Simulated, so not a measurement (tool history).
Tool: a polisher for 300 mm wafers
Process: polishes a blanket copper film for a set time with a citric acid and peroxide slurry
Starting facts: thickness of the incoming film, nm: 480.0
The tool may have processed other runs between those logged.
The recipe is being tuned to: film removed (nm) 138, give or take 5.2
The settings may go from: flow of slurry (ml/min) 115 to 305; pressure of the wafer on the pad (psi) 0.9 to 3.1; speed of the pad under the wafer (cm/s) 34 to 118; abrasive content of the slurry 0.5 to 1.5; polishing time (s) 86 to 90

run	hour	flow of slurry (ml/min)	pressure of the wafer on the pad (psi)	speed of the pad under the wafer (cm/s)	abrasive content of the slurry	polishing time (s)	film removed (nm)
1	0	195	2	76	1	86	94.165
2	4	200	2.3	76	1	86	107.27
3	13	200	2.3	76	1	86	107.79
4	15.5	200	2.5	76	1	86	115.38
5	19.7	200	2.5	76	1	90	122.78
6	28.3	200	2.5	68	1	90	113.8
7	30.9	205	2.6	68	1	90	115.84
8	38.2	205	2.7	68	1	90	120.44
9	42.4	205	2.8	68	1	90	124.78
10	49.4	205	2.9	68	1	90	126.77
11	54.7	205	3	68	1	90	131.3

Exercise: of the 5 proposed moves below, exactly one satisfies all targets within the stated allowed misses. Which move is it?
A	60	195	3	64	1.15	90	?
B	60	240	2.5	80	1.1	87	?
C	60	255	3	62	1.2	86	?
D	60	170	3.1	72	1	88	?
E	60	215	2.9	82	1	88	?

move	film removed (nm)
A	127.88
B	128.79
C	124.09
D	136.25
E	148.7
A: lands further from the targets than the last run did
B: lands further from the targets than the last run did
C: lands further from the targets than the last run did
D: meets every target
E: pushes the last run's worst result past its target
D is the move that brings every result within its allowed miss.
